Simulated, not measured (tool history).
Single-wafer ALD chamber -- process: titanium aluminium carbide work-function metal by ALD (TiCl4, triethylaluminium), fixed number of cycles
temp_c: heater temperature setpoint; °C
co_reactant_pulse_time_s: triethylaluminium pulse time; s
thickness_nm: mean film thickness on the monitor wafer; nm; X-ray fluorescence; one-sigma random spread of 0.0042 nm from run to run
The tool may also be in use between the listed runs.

run	hour	temp_c	co_reactant_pulse_time_s	thickness_nm
1	0.0	280	11.88	1.8586
2	6.8	286	12.56	1.9368
3	15.6	286	10.08	1.8971
4	18.9	290	10.51	1.9402
5	26.1	290	13.03	1.9754
6	32.7	290	15.38	1.9856
7	34.5	292	15.59	1.9998

Run 8 comes next. What will it give?
8	41.7	294	15.77	?

{"run 8": {"thickness_nm": 2.021}}

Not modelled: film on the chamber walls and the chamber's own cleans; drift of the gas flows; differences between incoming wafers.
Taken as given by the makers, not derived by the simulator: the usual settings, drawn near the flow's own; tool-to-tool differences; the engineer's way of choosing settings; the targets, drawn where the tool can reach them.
